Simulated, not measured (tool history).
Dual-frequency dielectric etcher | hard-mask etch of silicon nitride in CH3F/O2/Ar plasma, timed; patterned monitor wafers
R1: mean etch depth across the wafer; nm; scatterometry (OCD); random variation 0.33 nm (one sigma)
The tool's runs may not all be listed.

{"run": 1, "hour": 0.0, "source power (kW)": 0.31, "bias power (kW)": 0.074, "etch time (s)": 112.5, "R1": 69.578}
{"run": 2, "hour": 8.5, "source power (kW)": 0.29, "bias power (kW)": 0.071, "etch time (s)": 112.0, "R1": 67.067}
{"run": 3, "hour": 16.9, "source power (kW)": 0.27, "bias power (kW)": 0.068, "etch time (s)": 111.0, "R1": 63.319}
{"run": 4, "hour": 22.7, "source power (kW)": 0.26, "bias power (kW)": 0.067, "etch time (s)": 111.0, "R1": 62.437}
{"run": 5, "hour": 29.6, "source power (kW)": 0.26, "bias power (kW)": 0.058, "etch time (s)": 111.0, "R1": 60.293}
{"run": 6, "hour": 30.5, "source power (kW)": 0.25, "bias power (kW)": 0.057, "etch time (s)": 111.0, "R1": 59.535}

Run 7 comes next. What will it give?
{"run": 7, "hour": 32.6, "source power (kW)": 0.24, "bias power (kW)": 0.056, "etch time (s)": 111.0, "R1": "?"}

R1: 58.108 nm
